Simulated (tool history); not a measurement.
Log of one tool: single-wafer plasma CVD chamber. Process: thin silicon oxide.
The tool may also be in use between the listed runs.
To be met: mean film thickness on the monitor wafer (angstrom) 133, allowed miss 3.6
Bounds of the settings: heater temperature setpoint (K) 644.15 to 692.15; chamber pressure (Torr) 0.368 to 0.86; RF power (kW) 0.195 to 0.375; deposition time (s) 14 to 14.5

| run | hour | heater temperature setpoint (K) | chamber pressure (Torr) | RF power (kW) | deposition time (s) | mean film thickness on the monitor wafer (angstrom) |
|---|---|---|---|---|---|---|
| 1 | 0 | 668.15 | 0.614 | 0.285 | 14 | 188.64 |
| 2 | 8.2 | 668.15 | 0.614 | 0.315 | 14 | 194.83 |
| 3 | 15 | 668.15 | 0.542 | 0.31 | 14 | 171.37 |
| 4 | 18.9 | 673.15 | 0.542 | 0.31 | 14 | 171.71 |
| 5 | 23.9 | 673.15 | 0.492 | 0.31 | 14 | 154.29 |
| 6 | 26 | 666.15 | 0.492 | 0.31 | 14 | 155.17 |
| 7 | 29.9 | 666.15 | 0.464 | 0.31 | 14 | 146.9 |
| 8 | 32.7 | 666.15 | 0.446 | 0.31 | 14 | 142.05 |
| 9 | 35 | 666.15 | 0.434 | 0.31 | 14 | 138.03 |

Which of these 5 next moves meets every target?
| A | 37.3 | 658.15 | 0.428 | 0.33 | 14.5 | ? |
| B | 37.3 | 667.15 | 0.449 | 0.315 | 14.5 | ? |
| C | 37.3 | 675.15 | 0.457 | 0.305 | 14.5 | ? |
| D | 37.3 | 669.15 | 0.425 | 0.305 | 14 | ? |
| E | 37.3 | 665.15 | 0.443 | 0.285 | 14.5 | ? |

| move | mean film thickness on the monitor wafer (angstrom) |
|---|---|
| A | 144.04 |
| B | 148.11 |
| C | 148.27 |
| D | 133.44 |
| E | 141.37 |
A: further off than the last run
B: further off than the last run
C: further off than the last run
D: meets every target
E: further off than the last run
The right move is D.
